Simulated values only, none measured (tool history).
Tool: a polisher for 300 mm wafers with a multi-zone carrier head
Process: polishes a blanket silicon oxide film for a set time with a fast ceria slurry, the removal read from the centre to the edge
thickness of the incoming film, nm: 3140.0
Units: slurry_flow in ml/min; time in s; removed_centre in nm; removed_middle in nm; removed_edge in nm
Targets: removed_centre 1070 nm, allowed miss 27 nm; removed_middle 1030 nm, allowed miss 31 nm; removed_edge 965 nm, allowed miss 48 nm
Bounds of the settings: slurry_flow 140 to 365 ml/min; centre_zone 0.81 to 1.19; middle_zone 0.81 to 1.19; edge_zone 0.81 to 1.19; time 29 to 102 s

run	hour	slurry_flow	centre_zone	middle_zone	edge_zone	time	removed_centre	removed_middle	removed_edge
1	0	235	1	1	1	65	830.1	813.56	785.42
2	7.4	240	1.01	1.01	1.02	66	852.15	830.79	792.98
3	10.5	240	1.01	1.01	1.03	67	863.69	848.36	842.88
4	17	240	1.01	1.09	1.03	67	863.4	878.56	859.02
5	23.5	240	1.01	1.09	0.97	67	861.06	901.84	808.12
6	26.9	240	1.01	1.14	0.97	67	874.37	926.41	797.28
7	35.8	245	1.02	1.15	0.98	67	882.84	928.97	811.41
# hour 38.6: worn pad replaced by a new one
8	38.6	250	1.03	1.15	0.99	68	1009.9	1078	936.93
9	45.5	250	1.03	1.14	0.99	68	1002.4	1063.8	959.81

Which of these 5 next moves meets every target?
A	52.4	165	0.85	1.18	0.81	78	?	?	?
B	52.4	250	0.94	1.14	0.98	69	?	?	?
C	52.4	270	1.03	1.11	0.81	74	?	?	?
D	52.4	315	1.09	1.1	1.03	66	?	?	?
E	52.4	265	1.01	1.08	1.13	66	?	?	?

move	removed_centre	removed_middle	removed_edge
A	898.38	1168	939.57
B	945.06	1071.9	951.19
C	1122.3	1136.2	941.81
D	1078.6	1021.9	950.26
E	978.94	989.96	982.1
A: further off than the last run
B: further off than the last run
C: takes the result that was furthest off past its target
D: meets every target
E: further off than the last run
Move D is the one to make.
